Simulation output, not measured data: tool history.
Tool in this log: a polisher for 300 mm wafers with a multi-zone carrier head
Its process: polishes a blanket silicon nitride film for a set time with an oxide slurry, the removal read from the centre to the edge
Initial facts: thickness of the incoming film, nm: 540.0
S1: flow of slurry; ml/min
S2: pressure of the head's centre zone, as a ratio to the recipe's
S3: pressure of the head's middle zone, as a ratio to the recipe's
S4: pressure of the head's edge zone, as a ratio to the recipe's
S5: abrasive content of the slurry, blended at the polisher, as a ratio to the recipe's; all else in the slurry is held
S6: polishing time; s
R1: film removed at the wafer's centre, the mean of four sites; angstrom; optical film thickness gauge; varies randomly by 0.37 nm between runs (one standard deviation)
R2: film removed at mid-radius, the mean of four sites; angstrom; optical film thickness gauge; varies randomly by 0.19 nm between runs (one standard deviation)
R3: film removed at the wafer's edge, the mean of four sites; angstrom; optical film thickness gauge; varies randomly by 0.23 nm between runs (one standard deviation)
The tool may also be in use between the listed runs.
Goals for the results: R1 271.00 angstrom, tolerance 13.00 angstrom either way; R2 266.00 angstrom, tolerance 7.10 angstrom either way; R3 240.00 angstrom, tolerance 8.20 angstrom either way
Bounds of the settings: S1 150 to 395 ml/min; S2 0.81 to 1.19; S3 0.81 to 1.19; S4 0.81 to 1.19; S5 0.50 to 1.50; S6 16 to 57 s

run 1 day=0.000 | S1=250 S2=1.00 S3=1.00 S4=1.00 S5=1.00 S6=36 | R1=327.58 R2=325.87 R3=323.88
run 2 day=0.208 | S1=250 S2=1.00 S3=1.08 S4=1.00 S5=1.00 S6=36 | R1=327.79 R2=347.51 R3=322.31
run 3 day=0.558 | S1=250 S2=1.00 S3=1.08 S4=1.08 S5=1.00 S6=36 | R1=317.53 R2=351.53 R3=334.96
run 4 day=0.721 | S1=250 S2=1.00 S3=1.08 S4=1.17 S5=1.00 S6=36 | R1=322.98 R2=342.79 R3=342.11
run 5 day=0.838 | S1=205 S2=1.00 S3=1.08 S4=1.17 S5=1.00 S6=36 | R1=316.71 R2=338.87 R3=331.95
run 6 day=0.933 | S1=190 S2=1.02 S3=1.08 S4=1.12 S5=0.85 S6=36 | R1=299.37 R2=319.82 R3=307.16
run 7 day=1.062 | S1=180 S2=1.05 S3=1.07 S4=1.07 S5=0.75 S6=36 | R1=288.57 R2=289.73 R3=285.29
run 8 day=1.179 | S1=175 S2=1.07 S3=1.09 S4=1.02 S5=0.70 S6=36 | R1=287.46 R2=283.83 R3=270.01

5 candidate next runs follow, results not yet known. Just one meets every target within its allowed miss. Identify it.
run A day=1.296 | S1=155 S2=0.92 S3=1.04 S4=1.03 S5=0.60 S6=38 | R1=? R2=? R3=?
run B day=1.296 | S1=165 S2=0.94 S3=0.83 S4=1.17 S5=0.65 S6=42 | R1=? R2=? R3=?
run C day=1.296 | S1=185 S2=1.06 S3=1.03 S4=1.09 S5=0.65 S6=35 | R1=? R2=? R3=?
run D day=1.296 | S1=210 S2=1.13 S3=1.14 S4=1.03 S5=0.65 S6=33 | R1=? R2=? R3=?
run E day=1.296 | S1=250 S2=1.09 S3=0.99 S4=1.09 S5=0.70 S6=32 | R1=? R2=? R3=?

move=A R1=236.51 R2=268.23 R3=260.11
move=B R1=279.64 R2=260.75 R3=314.85
move=C R1=267.09 R2=259.80 R3=257.67
move=D R1=272.74 R2=269.08 R3=240.38
move=E R1=269.00 R2=245.76 R3=249.77
A: closes in on the targets versus the last run, not all within tolerance yet
B: its largest miss is bigger than the last run's
C: closes in on the targets versus the last run, not all within tolerance yet
D: every result lands within tolerance
E: closes in on the targets versus the last run, not all within tolerance yet
Answer: D
